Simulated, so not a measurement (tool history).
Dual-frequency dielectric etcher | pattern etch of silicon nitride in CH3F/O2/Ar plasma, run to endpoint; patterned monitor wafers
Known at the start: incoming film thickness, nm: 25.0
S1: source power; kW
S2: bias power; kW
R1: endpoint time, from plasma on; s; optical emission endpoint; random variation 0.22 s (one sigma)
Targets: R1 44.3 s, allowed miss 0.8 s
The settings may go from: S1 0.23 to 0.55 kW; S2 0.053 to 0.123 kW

{"run": 1, "hour": 0.0, "S1": 0.39, "S2": 0.088, "R1": 35.791}
{"run": 2, "hour": 4.2, "S1": 0.37, "S2": 0.088, "R1": 36.831}
{"run": 3, "hour": 10.5, "S1": 0.35, "S2": 0.087, "R1": 37.175}
{"run": 4, "hour": 13.0, "S1": 0.34, "S2": 0.084, "R1": 38.155}
{"run": 5, "hour": 19.2, "S1": 0.38, "S2": 0.084, "R1": 36.893}
{"run": 6, "hour": 27.6, "S1": 0.41, "S2": 0.084, "R1": 36.1}
{"run": 7, "hour": 33.6, "S1": 0.39, "S2": 0.082, "R1": 37.245}
{"run": 8, "hour": 38.1, "S1": 0.37, "S2": 0.08, "R1": 38.35}
{"run": 9, "hour": 39.9, "S1": 0.36, "S2": 0.079, "R1": 38.706}
{"run": 10, "hour": 42.9, "S1": 0.35, "S2": 0.078, "R1": 38.799}
{"run": 11, "hour": 45.9, "S1": 0.34, "S2": 0.076, "R1": 39.759}
{"run": 12, "hour": 46.5, "S1": 0.33, "S2": 0.075, "R1": 40.647}
{"run": 13, "hour": 49.4, "S1": 0.32, "S2": 0.075, "R1": 41.289}
{"run": 14, "hour": 53.6, "S1": 0.31, "S2": 0.075, "R1": 41.664}
{"run": 15, "hour": 59.9, "S1": 0.3, "S2": 0.075, "R1": 41.754}
{"run": 16, "hour": 61.1, "S1": 0.23, "S2": 0.072, "R1": 46.827}
{"run": 17, "hour": 67.2, "S1": 0.24, "S2": 0.072, "R1": 46.025}

Which of these 4 next moves meets every target?
{"run": "A", "hour": 73.3, "S1": 0.23, "S2": 0.063, "R1": "?"}
{"run": "B", "hour": 73.3, "S1": 0.23, "S2": 0.066, "R1": "?"}
{"run": "C", "hour": 73.3, "S1": 0.25, "S2": 0.071, "R1": "?"}
{"run": "D", "hour": 73.3, "S1": 0.34, "S2": 0.059, "R1": "?"}

move=A R1=49.541
move=B R1=48.578
move=C R1=45.822
move=D R1=44.553
A: further off than the last run
B: further off than the last run
C: nearer than the last run, and not there yet
D: meets every target
Answer: D
